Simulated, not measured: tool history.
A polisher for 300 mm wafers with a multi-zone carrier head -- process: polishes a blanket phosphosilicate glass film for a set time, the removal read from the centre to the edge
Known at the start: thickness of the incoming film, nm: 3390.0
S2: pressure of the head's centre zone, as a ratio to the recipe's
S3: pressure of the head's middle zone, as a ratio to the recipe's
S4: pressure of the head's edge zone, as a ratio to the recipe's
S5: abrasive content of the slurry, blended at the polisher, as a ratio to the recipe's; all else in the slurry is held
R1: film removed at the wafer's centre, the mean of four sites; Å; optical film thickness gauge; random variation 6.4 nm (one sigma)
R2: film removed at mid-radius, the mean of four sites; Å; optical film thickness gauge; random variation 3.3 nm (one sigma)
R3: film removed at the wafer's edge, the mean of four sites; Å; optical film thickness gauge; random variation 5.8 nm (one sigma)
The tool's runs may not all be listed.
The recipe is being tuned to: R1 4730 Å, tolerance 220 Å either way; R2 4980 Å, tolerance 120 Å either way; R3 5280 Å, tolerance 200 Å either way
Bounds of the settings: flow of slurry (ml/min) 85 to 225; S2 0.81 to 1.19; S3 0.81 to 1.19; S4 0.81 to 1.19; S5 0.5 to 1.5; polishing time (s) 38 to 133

run 1 day=0 | flow_of_slurry_(ml/min)=145 S2=1 S3=1 S4=1 S5=1 polishing_time_(s)=85 | R1=3982.7 R2=4456.6 R3=4377.3
run 2 day=0.292 | flow_of_slurry_(ml/min)=145 S2=1 S3=1 S4=1 S5=1 polishing_time_(s)=100 | R1=4627.1 R2=5183.9 R3=5215.2
run 3 day=0.529 | flow_of_slurry_(ml/min)=145 S2=0.94 S3=1 S4=1 S5=1 polishing_time_(s)=100 | R1=4379.7 R2=5217.7 R3=5154.1
run 4 day=0.733 | flow_of_slurry_(ml/min)=145 S2=0.95 S3=0.99 S4=1 S5=1 polishing_time_(s)=100 | R1=4508.4 R2=5145.1 R3=5312.2
-- day=1.054 centre zone pressure recalibrated
run 5 day=1.054 | flow_of_slurry_(ml/min)=145 S2=1.02 S3=0.99 S4=1 S5=1 polishing_time_(s)=100 | R1=5282.1 R2=5153 R3=5142.3
run 6 day=1.171 | flow_of_slurry_(ml/min)=140 S2=1.01 S3=0.99 S4=1.01 S5=1 polishing_time_(s)=100 | R1=5359.3 R2=5083.6 R3=5207.8
run 7 day=1.229 | flow_of_slurry_(ml/min)=140 S2=1 S3=0.98 S4=1.01 S5=1 polishing_time_(s)=100 | R1=5060.6 R2=5083.8 R3=5317.3
run 8 day=1.55 | flow_of_slurry_(ml/min)=140 S2=1 S3=0.98 S4=1.01 S5=1 polishing_time_(s)=100 | R1=5192.1 R2=5043.1 R3=5125.1

Which one of the following 4 next-run settings gets every result inside its allowed miss? There is exactly one.
run A day=1.871 | flow_of_slurry_(ml/min)=145 S2=0.93 S3=0.97 S4=1.06 S5=0.95 polishing_time_(s)=101 | R1=? R2=? R3=?
run B day=1.871 | flow_of_slurry_(ml/min)=155 S2=0.92 S3=0.86 S4=1.03 S5=1 polishing_time_(s)=107 | R1=? R2=? R3=?
run C day=1.871 | flow_of_slurry_(ml/min)=140 S2=1.03 S3=1.06 S4=1.02 S5=0.95 polishing_time_(s)=97 | R1=? R2=? R3=?
run D day=1.871 | flow_of_slurry_(ml/min)=135 S2=0.92 S3=0.91 S4=1.09 S5=0.75 polishing_time_(s)=115 | R1=? R2=? R3=?

move=A R1=4747.1 R2=4950.3 R3=5338.7
move=B R1=5177.2 R2=4933.6 R3=5783.5
move=C R1=5012.5 R2=5083 R3=4997.4
move=D R1=4625.2 R2=4634.4 R3=5375.3
A: each result inside its tolerance
B: lands further from the targets than the last run did
C: closes in on the targets versus the last run, not all within tolerance yet
D: the worst result of the last run now meets its target, but another is out of spec
Move A is the one to make.

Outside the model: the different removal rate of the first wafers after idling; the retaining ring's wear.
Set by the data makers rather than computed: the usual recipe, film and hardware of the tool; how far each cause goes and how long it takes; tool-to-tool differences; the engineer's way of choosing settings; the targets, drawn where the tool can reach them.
